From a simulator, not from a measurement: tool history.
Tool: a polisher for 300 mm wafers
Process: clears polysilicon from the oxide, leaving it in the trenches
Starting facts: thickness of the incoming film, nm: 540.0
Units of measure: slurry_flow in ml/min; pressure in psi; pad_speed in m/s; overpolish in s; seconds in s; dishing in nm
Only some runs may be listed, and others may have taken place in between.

run,hour,slurry_flow,pressure,pad_speed,overpolish,seconds,dishing
1,0.0,225,2.5,1.18,15,35.195,10.3650
2,8.3,225,2.1,1.18,15,39.982,10.3850
3,10.3,225,2.1,1.18,9,40.138,10.4700
4,11.9,225,2.1,1.18,4,40.421,10.3350
5,16.4,225,1.8,1.18,4,45.986,10.0840
6,17.7,225,1.8,1.46,4,38.255,10.5270
7,18.2,220,1.6,1.42,4,41.989,10.2470
8,19.8,285,1.1,1.18,4,64.890,9.6938
9,22.8,285,1.1,1.18,4,65.846,9.9123
10,26.0,280,1.2,1.18,5,61.645,9.8764
11,33.8,265,1.3,1.18,6,58.575,10.1360
12,40.0,260,1.3,1.18,6,58.880,10.0590

Predict the results of run 13:
13,47.7,250,1.3,1.18,7,?,?

Logged for run 13: seconds 59.155 s, dishing 10.0450 nm.
